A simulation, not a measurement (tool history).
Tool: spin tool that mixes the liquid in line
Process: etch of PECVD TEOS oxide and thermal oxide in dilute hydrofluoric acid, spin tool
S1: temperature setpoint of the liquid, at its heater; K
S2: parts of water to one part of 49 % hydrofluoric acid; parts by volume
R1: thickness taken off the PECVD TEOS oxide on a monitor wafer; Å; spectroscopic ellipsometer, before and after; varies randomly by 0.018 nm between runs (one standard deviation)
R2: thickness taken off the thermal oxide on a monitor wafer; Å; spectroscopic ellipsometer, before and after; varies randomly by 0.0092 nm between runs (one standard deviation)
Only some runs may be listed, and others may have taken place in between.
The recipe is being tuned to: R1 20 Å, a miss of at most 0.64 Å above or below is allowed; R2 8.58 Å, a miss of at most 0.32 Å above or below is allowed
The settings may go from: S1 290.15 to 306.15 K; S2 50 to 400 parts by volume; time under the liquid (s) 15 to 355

run 1 hour=0 | S1=298.15 S2=225 time_under_the_liquid_(s)=180 | R1=77.328 R2=33.846
run 2 hour=7.7 | S1=298.15 S2=285 time_under_the_liquid_(s)=180 | R1=56.945 R2=24.17
run 3 hour=11.3 | S1=298.15 S2=285 time_under_the_liquid_(s)=240 | R1=76.074 R2=32.883
run 4 hour=13.1 | S1=300.65 S2=285 time_under_the_liquid_(s)=240 | R1=82.371 R2=35.773
run 5 hour=17.2 | S1=299.65 S2=300 time_under_the_liquid_(s)=225 | R1=70.237 R2=30.142
run 6 hour=23.4 | S1=298.65 S2=315 time_under_the_liquid_(s)=215 | R1=60.128 R2=25.854
run 7 hour=26.6 | S1=297.65 S2=325 time_under_the_liquid_(s)=205 | R1=52.622 R2=22.803
run 8 hour=31.7 | S1=297.15 S2=335 time_under_the_liquid_(s)=195 | R1=48.15 R2=20.467
run 9 hour=33.8 | S1=296.15 S2=345 time_under_the_liquid_(s)=185 | R1=42.666 R2=18.368
run 10 hour=41.5 | S1=292.65 S2=400 time_under_the_liquid_(s)=95 | R1=15.975 R2=6.9074
run 11 hour=44.5 | S1=293.65 S2=400 time_under_the_liquid_(s)=95 | R1=16.333 R2=7.1112
run 12 hour=50.4 | S1=294.15 S2=400 time_under_the_liquid_(s)=95 | R1=16.557 R2=7.2639
run 13 hour=56 | S1=294.65 S2=400 time_under_the_liquid_(s)=95 | R1=17.052 R2=7.3589
run 14 hour=59.9 | S1=295.15 S2=400 time_under_the_liquid_(s)=95 | R1=17.31 R2=7.3369
run 15 hour=62.4 | S1=295.15 S2=395 time_under_the_liquid_(s)=95 | R1=17.334 R2=7.7087
run 16 hour=67.7 | S1=295.15 S2=390 time_under_the_liquid_(s)=95 | R1=17.963 R2=7.5653
run 17 hour=71.6 | S1=295.15 S2=385 time_under_the_liquid_(s)=95 | R1=18.292 R2=7.6757

Exactly one of the 4 candidate moves below puts every result within its allowed miss. Which one?
run A hour=75.5 | S1=293.65 S2=395 time_under_the_liquid_(s)=120 | R1=? R2=?
run B hour=75.5 | S1=293.15 S2=335 time_under_the_liquid_(s)=80 | R1=? R2=?
run C hour=75.5 | S1=296.65 S2=400 time_under_the_liquid_(s)=105 | R1=? R2=?
run D hour=75.5 | S1=296.65 S2=380 time_under_the_liquid_(s)=105 | R1=? R2=?

move=A R1=21.224 R2=8.8561
move=B R1=17.253 R2=7.199
move=C R1=20.209 R2=8.4324
move=D R1=21.656 R2=9.0362
A: corrects the largest miss of the last run, while another result sits out of spec
B: moves away from the targets compared with the last run
C: in spec on every target
D: takes the biggest miss from the last run beyond its target
C meets every target.

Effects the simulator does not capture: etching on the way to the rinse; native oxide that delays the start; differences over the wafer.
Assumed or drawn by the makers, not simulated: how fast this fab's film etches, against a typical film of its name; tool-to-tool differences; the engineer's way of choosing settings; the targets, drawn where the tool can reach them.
